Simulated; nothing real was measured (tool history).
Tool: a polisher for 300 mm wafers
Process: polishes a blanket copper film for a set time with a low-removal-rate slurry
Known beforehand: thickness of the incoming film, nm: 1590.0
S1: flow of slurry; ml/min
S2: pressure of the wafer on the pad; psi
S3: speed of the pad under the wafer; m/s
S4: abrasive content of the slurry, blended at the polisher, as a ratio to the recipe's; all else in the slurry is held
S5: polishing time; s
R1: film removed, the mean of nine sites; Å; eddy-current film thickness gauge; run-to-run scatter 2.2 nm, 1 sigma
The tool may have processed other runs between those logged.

{"run": 1, "day": 0.0, "S1": 145, "S2": 2.4, "S3": 1.36, "S4": 1.0, "S5": 101, "R1": 3270.3}
{"run": 2, "day": 0.142, "S1": 140, "S2": 2.3, "S3": 1.36, "S4": 1.0, "S5": 101, "R1": 3112.3}
{"run": 3, "day": 0.183, "S1": 140, "S2": 1.9, "S3": 1.36, "S4": 1.0, "S5": 101, "R1": 2583.4}
{"run": 4, "day": 0.379, "S1": 140, "S2": 1.3, "S3": 1.36, "S4": 1.0, "S5": 101, "R1": 1803.1}
{"run": 5, "day": 0.646, "S1": 140, "S2": 1.3, "S3": 1.22, "S4": 1.0, "S5": 101, "R1": 1617.9}
{"run": 6, "day": 0.867, "S1": 125, "S2": 1.3, "S3": 1.22, "S4": 1.0, "S5": 101, "R1": 1585.6}
{"run": 7, "day": 0.938, "S1": 140, "S2": 1.5, "S3": 1.22, "S4": 1.0, "S5": 101, "R1": 1881.4}
{"run": 8, "day": 1.125, "S1": 160, "S2": 1.6, "S3": 1.22, "S4": 1.0, "S5": 101, "R1": 1993.5}
{"run": 9, "day": 1.25, "S1": 170, "S2": 1.7, "S3": 1.22, "S4": 1.0, "S5": 101, "R1": 2152.9}
{"run": 10, "day": 1.6, "S1": 180, "S2": 1.8, "S3": 1.22, "S4": 1.0, "S5": 101, "R1": 2257.8}
{"run": 11, "day": 1.912, "S1": 185, "S2": 1.9, "S3": 1.22, "S4": 1.0, "S5": 101, "R1": 2415.9}

For run 12, what comes out?
{"run": 12, "day": 2.004, "S1": 190, "S2": 2.0, "S3": 1.22, "S4": 1.0, "S5": 101, "R1": "?"}

Run 12 produced R1 2571.0 Å.
